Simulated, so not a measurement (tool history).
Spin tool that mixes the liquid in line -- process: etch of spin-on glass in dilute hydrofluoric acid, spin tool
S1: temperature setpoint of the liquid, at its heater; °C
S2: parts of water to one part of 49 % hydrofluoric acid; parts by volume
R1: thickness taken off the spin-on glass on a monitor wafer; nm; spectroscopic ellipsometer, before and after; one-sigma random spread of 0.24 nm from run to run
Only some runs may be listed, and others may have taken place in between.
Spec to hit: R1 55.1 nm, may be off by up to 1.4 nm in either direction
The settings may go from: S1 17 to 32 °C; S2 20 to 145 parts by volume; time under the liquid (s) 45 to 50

Run 1, day 0: S1 24 °C, S2 80 parts by volume, time under the liquid (s) 45. Result: R1 31.161 nm.
Run 2, day 0.292: S1 25 °C, S2 80 parts by volume, time under the liquid (s) 45. Result: R1 32.673 nm.
Run 3, day 0.421: S1 23 °C, S2 80 parts by volume, time under the liquid (s) 45. Result: R1 29.941 nm.
Run 4, day 0.733: S1 24 °C, S2 80 parts by volume, time under the liquid (s) 45. Result: R1 30.982 nm.
Run 5, day 1.096: S1 25 °C, S2 80 parts by volume, time under the liquid (s) 45. Result: R1 32.474 nm.
Run 6, day 1.279: S1 25 °C, S2 110 parts by volume, time under the liquid (s) 45. Result: R1 22.802 nm.
Run 7, day 1.388: S1 26 °C, S2 105 parts by volume, time under the liquid (s) 45. Result: R1 24.865 nm.
Run 8, day 1.658: S1 26.5 °C, S2 100 parts by volume, time under the liquid (s) 45. Result: R1 26.776 nm.
Run 9, day 1.712: S1 30.5 °C, S2 70 parts by volume, time under the liquid (s) 45. Result: R1 46.372 nm.
Run 10, day 2.075: S1 32 °C, S2 60 parts by volume, time under the liquid (s) 45. Result: R1 58.449 nm.
Run 11, day 2.262: S1 31.5 °C, S2 60 parts by volume, time under the liquid (s) 45. Result: R1 57.438 nm.

Pick the move, out of 4, that brings all results within their allowed miss; only one does.
Run A, day 2.45: S1 30.5 °C, S2 70 parts by volume, time under the liquid (s) 50. Result: R1 ?.
Run B, day 2.45: S1 31.5 °C, S2 65 parts by volume, time under the liquid (s) 50. Result: R1 ?.
Run C, day 2.45: S1 32 °C, S2 60 parts by volume, time under the liquid (s) 45. Result: R1 ?.
Run D, day 2.45: S1 30 °C, S2 65 parts by volume, time under the liquid (s) 50. Result: R1 ?.

move      R1
   A  51.938
   B  58.561
   C  58.657
   D  55.279
A: pushes the last run's worst result past its target
B: its largest miss is bigger than the last run's
C: its largest miss is bigger than the last run's
D: every result lands within tolerance
So the answer is move D, the one that meets all the targets.
